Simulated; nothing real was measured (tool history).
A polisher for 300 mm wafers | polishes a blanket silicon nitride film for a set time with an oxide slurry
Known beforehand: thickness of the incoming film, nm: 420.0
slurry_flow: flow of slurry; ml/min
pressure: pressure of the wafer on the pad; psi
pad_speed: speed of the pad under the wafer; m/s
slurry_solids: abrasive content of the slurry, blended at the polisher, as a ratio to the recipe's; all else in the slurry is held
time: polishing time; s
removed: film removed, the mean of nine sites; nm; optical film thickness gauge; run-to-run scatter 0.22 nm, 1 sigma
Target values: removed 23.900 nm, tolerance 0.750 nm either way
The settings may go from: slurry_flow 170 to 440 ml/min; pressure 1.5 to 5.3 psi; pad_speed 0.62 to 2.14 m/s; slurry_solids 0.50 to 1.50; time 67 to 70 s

run 1 day=0.000 | slurry_flow=280 pressure=3.4 pad_speed=1.38 slurry_solids=1.00 time=67 | removed=51.783
run 2 day=0.167 | slurry_flow=280 pressure=3.4 pad_speed=1.38 slurry_solids=1.20 time=67 | removed=56.948
run 3 day=0.417 | slurry_flow=280 pressure=3.4 pad_speed=1.14 slurry_solids=1.20 time=67 | removed=52.752
run 4 day=0.738 | slurry_flow=280 pressure=3.4 pad_speed=1.14 slurry_solids=1.20 time=70 | removed=55.793
run 5 day=0.962 | slurry_flow=280 pressure=3.2 pad_speed=1.08 slurry_solids=1.20 time=70 | removed=51.482
run 6 day=1.217 | slurry_flow=280 pressure=3.0 pad_speed=1.02 slurry_solids=1.20 time=70 | removed=48.289
run 7 day=1.458 | slurry_flow=280 pressure=2.8 pad_speed=0.98 slurry_solids=1.15 time=70 | removed=44.239
run 8 day=1.496 | slurry_flow=280 pressure=2.6 pad_speed=0.94 slurry_solids=1.10 time=70 | removed=40.050
run 9 day=1.725 | slurry_flow=280 pressure=2.5 pad_speed=0.90 slurry_solids=1.10 time=70 | removed=37.328
run 10 day=2.050 | slurry_flow=280 pressure=2.4 pad_speed=0.86 slurry_solids=1.10 time=70 | removed=36.099
run 11 day=2.162 | slurry_flow=280 pressure=2.3 pad_speed=0.82 slurry_solids=1.10 time=70 | removed=34.795
run 12 day=2.396 | slurry_flow=280 pressure=2.2 pad_speed=0.80 slurry_solids=1.10 time=70 | removed=32.951
run 13 day=2.458 | slurry_flow=280 pressure=2.1 pad_speed=0.78 slurry_solids=1.10 time=70 | removed=31.486
run 14 day=2.829 | slurry_flow=280 pressure=2.1 pad_speed=0.78 slurry_solids=1.10 time=70 | removed=31.961
run 15 day=2.896 | slurry_flow=280 pressure=2.0 pad_speed=0.76 slurry_solids=1.10 time=70 | removed=30.453
run 16 day=3.179 | slurry_flow=280 pressure=1.9 pad_speed=0.74 slurry_solids=1.10 time=70 | removed=28.761
run 17 day=3.254 | slurry_flow=280 pressure=1.8 pad_speed=0.72 slurry_solids=1.10 time=70 | removed=28.164
run 18 day=3.600 | slurry_flow=280 pressure=1.8 pad_speed=0.70 slurry_solids=1.10 time=70 | removed=27.367
run 19 day=3.792 | slurry_flow=280 pressure=1.6 pad_speed=0.66 slurry_solids=1.10 time=70 | removed=24.914

Next run, 4 choices. One meets every target within its allowed miss, the rest don't. Which?
run A day=3.983 | slurry_flow=335 pressure=1.6 pad_speed=0.62 slurry_solids=1.25 time=68 | removed=?
run B day=3.983 | slurry_flow=260 pressure=1.7 pad_speed=0.68 slurry_solids=1.00 time=69 | removed=?
run C day=3.983 | slurry_flow=285 pressure=1.5 pad_speed=0.70 slurry_solids=1.20 time=69 | removed=?
run D day=3.983 | slurry_flow=225 pressure=2.3 pad_speed=0.68 slurry_solids=0.85 time=70 | removed=?

move=A removed=26.134
move=B removed=24.265
move=C removed=25.582
move=D removed=26.156
A: the biggest miss grows against the last run
B: all results in spec
C: the biggest miss grows against the last run
D: the biggest miss grows against the last run
Move B is the one to make.
